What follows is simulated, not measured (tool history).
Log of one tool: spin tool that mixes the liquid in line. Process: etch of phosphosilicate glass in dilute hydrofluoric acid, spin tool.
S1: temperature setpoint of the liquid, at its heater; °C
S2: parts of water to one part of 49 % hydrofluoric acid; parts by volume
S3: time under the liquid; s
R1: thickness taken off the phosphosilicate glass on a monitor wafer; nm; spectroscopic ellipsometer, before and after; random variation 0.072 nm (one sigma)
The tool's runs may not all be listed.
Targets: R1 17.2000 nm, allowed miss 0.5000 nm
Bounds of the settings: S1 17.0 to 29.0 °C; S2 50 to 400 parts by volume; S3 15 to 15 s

run  hour    S1   S2  S3       R1
  1   0.0  21.0  225  15   9.3327
  2   1.3  21.0  265  15   7.6235
  3   2.4  21.0  265  15   7.6517
  4   4.0  22.5  265  15   8.0574
  5   9.7  25.5  265  15   8.8772
     17.5  -- thermometer replaced
  6  17.5  25.5  265  15   9.5468
  7  20.3  26.5  245  15  10.9520
  8  29.0  29.0  160  15  20.2080
  9  32.7  28.5  160  15  19.9400
 10  39.8  28.0  160  15  19.5390
 11  44.3  27.5  160  15  19.1740
 12  48.0  27.0  160  15  18.7760

Which of these 4 next moves meets every target?
  A  51.7  28.5  180  15   ?
  B  51.7  27.0  155  15   ?
  C  51.7  29.0  160  15   ?
  D  51.7  28.5  160  15   ?

move       R1
   A  17.3060
   B  19.6200
   C  20.3190
   D  19.9550
A: meets every target
B: further off than the last run
C: further off than the last run
D: further off than the last run
Answer: A
